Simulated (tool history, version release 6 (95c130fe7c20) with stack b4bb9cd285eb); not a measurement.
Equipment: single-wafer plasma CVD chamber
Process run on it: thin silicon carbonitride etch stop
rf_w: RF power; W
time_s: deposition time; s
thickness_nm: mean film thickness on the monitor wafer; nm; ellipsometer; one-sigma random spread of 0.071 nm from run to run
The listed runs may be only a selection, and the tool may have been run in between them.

run 1 day=0 | rf_w=160 time_s=26.5 | thickness_nm=14.431
run 2 day=0.062 | rf_w=170 time_s=28.5 | thickness_nm=15.892
run 3 day=0.3 | rf_w=170 time_s=25.9 | thickness_nm=14.52
run 4 day=0.55 | rf_w=180 time_s=27.8 | thickness_nm=15.948
run 5 day=0.592 | rf_w=185 time_s=29 | thickness_nm=16.819
run 6 day=0.638 | rf_w=170 time_s=29 | thickness_nm=16.193
run 7 day=1 | rf_w=180 time_s=30 | thickness_nm=17.155

Run 8 is up next; what results do you expect?
run 8 day=1.3 | rf_w=185 time_s=30.8 | thickness_nm=?

thickness_nm: 17.904 nm
